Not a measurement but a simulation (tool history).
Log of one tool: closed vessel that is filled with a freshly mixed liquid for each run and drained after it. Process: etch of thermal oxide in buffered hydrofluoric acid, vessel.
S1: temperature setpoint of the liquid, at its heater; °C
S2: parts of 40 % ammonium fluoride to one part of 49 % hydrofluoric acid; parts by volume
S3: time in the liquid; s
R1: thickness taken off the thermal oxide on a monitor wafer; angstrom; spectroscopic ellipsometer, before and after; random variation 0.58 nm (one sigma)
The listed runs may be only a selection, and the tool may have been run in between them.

run 1 hour=0.0 | S1=21.0 S2=17 S3=105 | R1=613.68
run 2 hour=5.8 | S1=17.5 S2=17 S3=105 | R1=510.77
run 3 hour=9.0 | S1=17.5 S2=17 S3=110 | R1=527.32
run 4 hour=17.7 | S1=19.0 S2=17 S3=110 | R1=575.76
run 5 hour=25.4 | S1=20.0 S2=17 S3=110 | R1=619.54
run 6 hour=33.0 | S1=20.5 S2=17 S3=110 | R1=631.30
run 7 hour=33.7 | S1=20.5 S2=17 S3=110 | R1=629.97

Forecast run 8:
run 8 hour=41.0 | S1=21.0 S2=17 S3=110 | R1=?

Run 8 came out at R1 648.44 angstrom.

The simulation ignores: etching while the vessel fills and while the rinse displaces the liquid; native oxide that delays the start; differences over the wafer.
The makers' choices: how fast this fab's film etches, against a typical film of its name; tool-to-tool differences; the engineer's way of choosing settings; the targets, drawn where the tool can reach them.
